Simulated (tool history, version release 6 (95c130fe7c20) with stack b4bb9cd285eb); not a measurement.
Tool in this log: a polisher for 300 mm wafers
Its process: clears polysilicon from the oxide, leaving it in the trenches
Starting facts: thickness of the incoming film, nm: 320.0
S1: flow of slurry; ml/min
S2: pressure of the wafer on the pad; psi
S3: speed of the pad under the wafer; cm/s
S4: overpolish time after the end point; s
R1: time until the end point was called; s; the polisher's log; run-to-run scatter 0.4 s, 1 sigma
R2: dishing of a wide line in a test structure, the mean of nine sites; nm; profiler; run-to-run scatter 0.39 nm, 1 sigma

{"run": 1, "day": 0.0, "S1": 140, "S2": 1.9, "S3": 82, "S4": 9, "R1": 47.92, "R2": 30.254}
{"run": 2, "day": 0.138, "S1": 140, "S2": 1.9, "S3": 82, "S4": 7, "R1": 48.257, "R2": 27.067}
{"run": 3, "day": 0.208, "S1": 140, "S2": 1.9, "S3": 82, "S4": 6, "R1": 48.303, "R2": 24.832}
{"run": 4, "day": 0.379, "S1": 140, "S2": 2.0, "S3": 82, "S4": 7, "R1": 45.586, "R2": 27.281}
{"run": 5, "day": 0.688, "S1": 140, "S2": 2.1, "S3": 82, "S4": 8, "R1": 44.245, "R2": 29.996}
{"run": 6, "day": 0.804, "S1": 140, "S2": 2.5, "S3": 82, "S4": 8, "R1": 37.243, "R2": 31.823}
{"run": 7, "day": 0.958, "S1": 140, "S2": 2.5, "S3": 82, "S4": 8, "R1": 37.118, "R2": 32.213}
{"run": 8, "day": 1.238, "S1": 135, "S2": 2.5, "S3": 82, "S4": 9, "R1": 37.092, "R2": 32.893}

Estimate the outcome of run 9 from the log above:
{"run": 9, "day": 1.358, "S1": 135, "S2": 2.4, "S3": 82, "S4": 10, "R1": "?", "R2": "?"}

Run 9 came out at R1 38.377 s, R2 34.099 nm.

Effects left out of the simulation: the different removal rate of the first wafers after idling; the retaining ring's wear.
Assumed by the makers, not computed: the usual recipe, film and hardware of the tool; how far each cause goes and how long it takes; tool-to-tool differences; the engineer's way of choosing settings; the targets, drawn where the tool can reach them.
